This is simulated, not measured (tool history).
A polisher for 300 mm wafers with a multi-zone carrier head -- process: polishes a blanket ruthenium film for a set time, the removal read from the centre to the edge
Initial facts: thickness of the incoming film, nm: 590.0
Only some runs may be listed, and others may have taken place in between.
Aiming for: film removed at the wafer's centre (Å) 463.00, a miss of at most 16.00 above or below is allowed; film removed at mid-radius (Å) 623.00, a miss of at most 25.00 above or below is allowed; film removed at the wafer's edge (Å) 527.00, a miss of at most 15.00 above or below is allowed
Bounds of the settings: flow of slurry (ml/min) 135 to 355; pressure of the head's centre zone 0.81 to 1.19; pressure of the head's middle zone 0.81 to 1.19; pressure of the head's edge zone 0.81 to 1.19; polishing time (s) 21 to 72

run  hour  flow of slurry (ml/min)  pressure of the head's centre zone  pressure of the head's middle zone  pressure of the head's edge zone  polishing time (s)  film removed at the wafer's centre (Å)  film removed at mid-radius (Å)  film removed at the wafer's edge (Å)
  1   0.0                      225                                1.00                                1.00                              1.00                  46                                  519.34                          528.86                                529.60
  2   3.5                      180                                1.00                                1.00                              1.00                  46                                  510.37                          499.00                                519.34
  3  10.7                      180                                1.00                                0.95                              1.00                  46                                  497.88                          498.07                                523.06
  4  13.4                      180                                1.00                                0.95                              0.94                  46                                  501.61                          495.28                                505.30
  5  20.0                      225                                0.94                                1.01                              0.93                  46                                  488.85                          539.53                                508.26
  6  23.5                      240                                0.90                                1.04                              0.93                  46                                  472.96                          545.32                                519.61
  7  29.7                      255                                0.88                                1.09                              0.91                  46                                  467.35                          581.60                                513.30
  8  30.3                      260                                0.87                                1.11                              0.92                  46                                  460.56                          577.95                                521.95

Below are 4 possible settings for the next run. Only one of them brings all results inside the allowed miss of their targets. Which is it?
  A  30.9                      275                                0.81                                1.12                              0.85                  48                                       ?                               ?                                     ?
  B  30.9                      250                                0.84                                1.00                              0.89                  47                                       ?                               ?                                     ?
  C  30.9                      255                                0.84                                1.03                              1.04                  46                                       ?                               ?                                     ?
  D  30.9                      255                                0.93                                0.97                              1.03                  44                                       ?                               ?                                     ?

move  film removed at the wafer's centre (Å)  film removed at mid-radius (Å)  film removed at the wafer's edge (Å)
   A                                  455.64                          630.05                                517.51
   B                                  456.55                          554.48                                513.84
   C                                  448.14                          557.48                                542.20
   D                                  474.37                          507.01                                516.58
A: each result inside its tolerance
B: its largest miss is bigger than the last run's
C: its largest miss is bigger than the last run's
D: its largest miss is bigger than the last run's
Move A is the one to make.
